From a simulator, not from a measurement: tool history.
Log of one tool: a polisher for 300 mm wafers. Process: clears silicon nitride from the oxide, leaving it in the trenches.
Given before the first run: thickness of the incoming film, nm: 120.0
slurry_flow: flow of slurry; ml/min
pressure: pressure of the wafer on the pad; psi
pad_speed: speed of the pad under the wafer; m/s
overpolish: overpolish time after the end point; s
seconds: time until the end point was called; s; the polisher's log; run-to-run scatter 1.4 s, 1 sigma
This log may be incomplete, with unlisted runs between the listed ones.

{"run": 1, "day": 0.0, "slurry_flow": 290, "pressure": 2.4, "pad_speed": 1.26, "overpolish": 41, "seconds": 144.93}
{"run": 2, "day": 0.062, "slurry_flow": 290, "pressure": 2.4, "pad_speed": 1.46, "overpolish": 41, "seconds": 131.34}
{"run": 3, "day": 0.288, "slurry_flow": 290, "pressure": 2.4, "pad_speed": 1.66, "overpolish": 41, "seconds": 120.98}
{"run": 4, "day": 0.358, "slurry_flow": 290, "pressure": 2.4, "pad_speed": 1.66, "overpolish": 44, "seconds": 118.35}
{"run": 5, "day": 0.667, "slurry_flow": 290, "pressure": 2.4, "pad_speed": 1.66, "overpolish": 41, "seconds": 117.59}
{"run": 6, "day": 0.867, "slurry_flow": 265, "pressure": 2.4, "pad_speed": 1.66, "overpolish": 41, "seconds": 119.72}
{"run": 7, "day": 1.0, "slurry_flow": 265, "pressure": 2.3, "pad_speed": 1.66, "overpolish": 41, "seconds": 123.31}
{"run": 8, "day": 1.367, "slurry_flow": 265, "pressure": 2.2, "pad_speed": 1.66, "overpolish": 41, "seconds": 127.17}

Run 9 is up next; what results do you expect?
{"run": 9, "day": 1.446, "slurry_flow": 260, "pressure": 1.6, "pad_speed": 1.64, "overpolish": 41, "seconds": "?"}

Run 9 measured seconds 156.52 s.
